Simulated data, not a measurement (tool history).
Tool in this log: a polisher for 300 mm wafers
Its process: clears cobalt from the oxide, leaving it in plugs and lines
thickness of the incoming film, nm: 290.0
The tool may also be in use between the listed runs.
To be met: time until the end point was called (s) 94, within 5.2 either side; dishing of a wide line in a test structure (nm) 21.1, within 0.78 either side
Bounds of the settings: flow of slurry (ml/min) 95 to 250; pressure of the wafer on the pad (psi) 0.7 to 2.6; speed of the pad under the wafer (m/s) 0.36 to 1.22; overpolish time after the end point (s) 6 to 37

run,hour,flow of slurry (ml/min),pressure of the wafer on the pad (psi),speed of the pad under the wafer (m/s),overpolish time after the end point (s),time until the end point was called (s),dishing of a wide line in a test structure (nm)
1,0,160,1.6,0.78,19,73.829,39.75
2,2.8,160,1.6,0.78,13,75.701,31.475
3,4.2,160,1.9,0.78,13,66.125,35.048
4,10.2,160,1.9,0.78,6,64.709,20.721
5,13.5,160,1.7,0.78,7,72.801,21.44
6,14.9,175,1.7,0.78,7,72.093,21.4
7,16.5,175,1.6,0.78,8,76.239,22.589
8,21.9,175,1.5,0.78,8,81.363,21.913
9,28.1,175,1.4,0.78,8,87.107,20.584

5 candidate next runs follow, results not yet known. Just one meets every target within its allowed miss. Identify it.
A,34.3,160,1.7,0.66,9,?,?
B,34.3,185,1.5,0.76,7,?,?
C,34.3,190,1.3,0.64,12,?,?
D,34.3,185,1.2,0.82,9,?,?
E,34.3,215,1.3,0.76,8,?,?

move,time until the end point was called (s),dishing of a wide line in a test structure (nm)
A,84.736,22.813
B,82.221,19.179
C,111.16,23.148
D,94.715,20.949
E,93.01,19.353
A: misses by more than the last run did
B: misses by more than the last run did
C: the result that was furthest off in the last run now lies on the other side of its target
D: all results in spec
E: the furthest-off result lands on target, but another misses its tolerance
The right move is D.

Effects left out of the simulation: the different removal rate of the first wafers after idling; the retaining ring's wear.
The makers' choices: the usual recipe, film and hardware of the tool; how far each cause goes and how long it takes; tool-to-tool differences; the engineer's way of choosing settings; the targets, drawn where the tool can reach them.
